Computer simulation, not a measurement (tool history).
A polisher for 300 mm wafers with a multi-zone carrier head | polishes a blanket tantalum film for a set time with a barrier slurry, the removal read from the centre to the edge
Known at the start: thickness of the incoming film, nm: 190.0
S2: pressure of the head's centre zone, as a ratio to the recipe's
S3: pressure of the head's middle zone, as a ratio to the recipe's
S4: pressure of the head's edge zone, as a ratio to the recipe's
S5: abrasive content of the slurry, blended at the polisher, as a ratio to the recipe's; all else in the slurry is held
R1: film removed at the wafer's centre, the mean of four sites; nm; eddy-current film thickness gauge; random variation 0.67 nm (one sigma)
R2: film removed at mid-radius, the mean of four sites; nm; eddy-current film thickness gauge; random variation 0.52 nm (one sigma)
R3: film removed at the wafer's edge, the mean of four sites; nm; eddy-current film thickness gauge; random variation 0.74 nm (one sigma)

Run 1, hour 0.0: flow of slurry (ml/min) 135, S2 1.00, S3 1.00, S4 1.00, S5 1.00, polishing time (s) 68. Result: R1 72.152 nm, R2 74.493 nm, R3 74.642 nm.
Run 2, hour 8.7: flow of slurry (ml/min) 135, S2 1.08, S3 1.00, S4 1.00, S5 1.00, polishing time (s) 68. Result: R1 76.957 nm, R2 74.879 nm, R3 73.605 nm.
Run 3, hour 15.8: flow of slurry (ml/min) 125, S2 1.02, S3 1.03, S4 0.98, S5 0.95, polishing time (s) 68. Result: R1 72.270 nm, R2 74.271 nm, R3 69.518 nm.
Run 4, hour 17.6: flow of slurry (ml/min) 120, S2 0.96, S3 1.05, S4 0.99, S5 0.95, polishing time (s) 68. Result: R1 67.101 nm, R2 73.924 nm, R3 71.495 nm.
Run 5, hour 21.9: flow of slurry (ml/min) 115, S2 0.93, S3 1.07, S4 0.98, S5 0.95, polishing time (s) 68. Result: R1 65.236 nm, R2 73.788 nm, R3 69.070 nm.
Run 6, hour 24.4: flow of slurry (ml/min) 85, S2 0.93, S3 1.07, S4 0.98, S5 0.95, polishing time (s) 68. Result: R1 56.020 nm, R2 66.707 nm, R3 65.683 nm.
Run 7, hour 30.0: flow of slurry (ml/min) 95, S2 0.91, S3 1.09, S4 0.98, S5 0.95, polishing time (s) 68. Result: R1 58.053 nm, R2 70.978 nm, R3 68.092 nm.
Run 8, hour 34.2: flow of slurry (ml/min) 100, S2 0.91, S3 1.10, S4 0.97, S5 0.95, polishing time (s) 68. Result: R1 59.269 nm, R2 72.614 nm, R3 68.406 nm.

Run 9 comes next. What will it give?
Run 9, hour 39.3: flow of slurry (ml/min) 100, S2 0.91, S3 1.10, S4 0.96, S5 0.95, polishing time (s) 68. Result: R1 ?, R2 ?, R3 ?.

{"run 9": {"R1": 59.753, "R2": 72.795, "R3": 68.362}}

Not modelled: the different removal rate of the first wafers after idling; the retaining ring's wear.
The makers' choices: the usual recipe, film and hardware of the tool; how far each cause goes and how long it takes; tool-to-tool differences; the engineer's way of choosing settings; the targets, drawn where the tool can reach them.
